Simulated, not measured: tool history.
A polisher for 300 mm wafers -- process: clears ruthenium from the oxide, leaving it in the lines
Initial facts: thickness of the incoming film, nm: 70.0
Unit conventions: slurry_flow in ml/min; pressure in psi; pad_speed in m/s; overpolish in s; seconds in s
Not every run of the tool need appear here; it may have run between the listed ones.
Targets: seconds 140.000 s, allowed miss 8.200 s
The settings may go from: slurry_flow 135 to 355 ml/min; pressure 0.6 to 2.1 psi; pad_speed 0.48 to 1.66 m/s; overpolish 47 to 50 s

Run 1, hour 0.0: slurry_flow 225 ml/min, pressure 1.3 psi, pad_speed 1.06 m/s, overpolish 47 s. Result: seconds 85.091 s.
Run 2, hour 8.8: slurry_flow 280 ml/min, pressure 1.3 psi, pad_speed 1.06 m/s, overpolish 47 s. Result: seconds 81.961 s.
Run 3, hour 14.8: slurry_flow 280 ml/min, pressure 1.3 psi, pad_speed 1.06 m/s, overpolish 47 s. Result: seconds 82.625 s.
Run 4, hour 15.8: slurry_flow 230 ml/min, pressure 1.3 psi, pad_speed 1.06 m/s, overpolish 47 s. Result: seconds 81.965 s.
Run 5, hour 23.9: slurry_flow 230 ml/min, pressure 1.2 psi, pad_speed 1.04 m/s, overpolish 47 s. Result: seconds 92.795 s.
Run 6, hour 25.7: slurry_flow 230 ml/min, pressure 1.2 psi, pad_speed 1.04 m/s, overpolish 47 s. Result: seconds 91.497 s.
Run 7, hour 27.2: slurry_flow 230 ml/min, pressure 1.1 psi, pad_speed 1.04 m/s, overpolish 47 s. Result: seconds 106.070 s.
Run 8, hour 33.4: slurry_flow 230 ml/min, pressure 1.0 psi, pad_speed 1.04 m/s, overpolish 47 s. Result: seconds 112.380 s.
Run 9, hour 39.9: slurry_flow 230 ml/min, pressure 0.9 psi, pad_speed 1.04 m/s, overpolish 47 s. Result: seconds 124.660 s.

Next run, 5 choices. One meets every target within its allowed miss, the rest don't. Which?
Run A, hour 46.4: slurry_flow 320 ml/min, pressure 1.0 psi, pad_speed 0.96 m/s, overpolish 47 s. Result: seconds ?.
Run B, hour 46.4: slurry_flow 255 ml/min, pressure 0.9 psi, pad_speed 0.90 m/s, overpolish 47 s. Result: seconds ?.
Run C, hour 46.4: slurry_flow 235 ml/min, pressure 0.9 psi, pad_speed 1.10 m/s, overpolish 47 s. Result: seconds ?.
Run D, hour 46.4: slurry_flow 265 ml/min, pressure 1.0 psi, pad_speed 0.98 m/s, overpolish 50 s. Result: seconds ?.
Run E, hour 46.4: slurry_flow 230 ml/min, pressure 0.9 psi, pad_speed 1.12 m/s, overpolish 47 s. Result: seconds ?.

move  seconds
   A  118.620
   B  142.370
   C  118.130
   D  118.110
   E  116.320
A: moves away from the targets compared with the last run
B: each result inside its tolerance
C: moves away from the targets compared with the last run
D: moves away from the targets compared with the last run
E: moves away from the targets compared with the last run
The move that meets every target is B.
